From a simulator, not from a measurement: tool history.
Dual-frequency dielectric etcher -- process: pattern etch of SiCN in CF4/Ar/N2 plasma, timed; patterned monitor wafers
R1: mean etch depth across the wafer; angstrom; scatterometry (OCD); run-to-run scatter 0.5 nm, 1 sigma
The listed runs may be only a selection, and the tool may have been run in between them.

Run 1, day 0: source power (kW) 0.56, bias power (kW) 0.095, Ar flow (sccm) 125, CF4 flow (sccm) 83, etch time (s) 70.5. Result: R1 814.37 angstrom.
Run 2, day 0.188: source power (kW) 0.54, bias power (kW) 0.095, Ar flow (sccm) 125, CF4 flow (sccm) 83, etch time (s) 70.5. Result: R1 787.58 angstrom.
Run 3, day 0.388: source power (kW) 0.54, bias power (kW) 0.095, Ar flow (sccm) 125, CF4 flow (sccm) 93, etch time (s) 70.5. Result: R1 794.75 angstrom.
Run 4, day 0.675: source power (kW) 0.61, bias power (kW) 0.095, Ar flow (sccm) 125, CF4 flow (sccm) 93, etch time (s) 70.5. Result: R1 908.94 angstrom.
Run 5, day 0.788: source power (kW) 0.61, bias power (kW) 0.11, Ar flow (sccm) 125, CF4 flow (sccm) 93, etch time (s) 70.5. Result: R1 947.34 angstrom.
Run 6, day 0.908: source power (kW) 0.67, bias power (kW) 0.11, Ar flow (sccm) 125, CF4 flow (sccm) 93, etch time (s) 70.5. Result: R1 1040.4 angstrom.
Run 7, day 1.017: source power (kW) 0.62, bias power (kW) 0.109, Ar flow (sccm) 125, CF4 flow (sccm) 93, etch time (s) 70.5. Result: R1 964.29 angstrom.
Run 8, day 1.271: source power (kW) 0.62, bias power (kW) 0.109, Ar flow (sccm) 125, CF4 flow (sccm) 93, etch time (s) 70.5. Result: R1 969.36 angstrom.
Run 9, day 1.325: source power (kW) 0.58, bias power (kW) 0.108, Ar flow (sccm) 125, CF4 flow (sccm) 93, etch time (s) 70.5. Result: R1 895.19 angstrom.
Run 10, day 1.362: source power (kW) 0.55, bias power (kW) 0.107, Ar flow (sccm) 125, CF4 flow (sccm) 93, etch time (s) 70.5. Result: R1 859.37 angstrom.

Run 11 has not been measured yet. What should we expect?
Run 11, day 1.692: source power (kW) 0.52, bias power (kW) 0.107, Ar flow (sccm) 125, CF4 flow (sccm) 93, etch time (s) 70.5. Result: R1 ?.

Run 11 gave R1 799.96 angstrom.
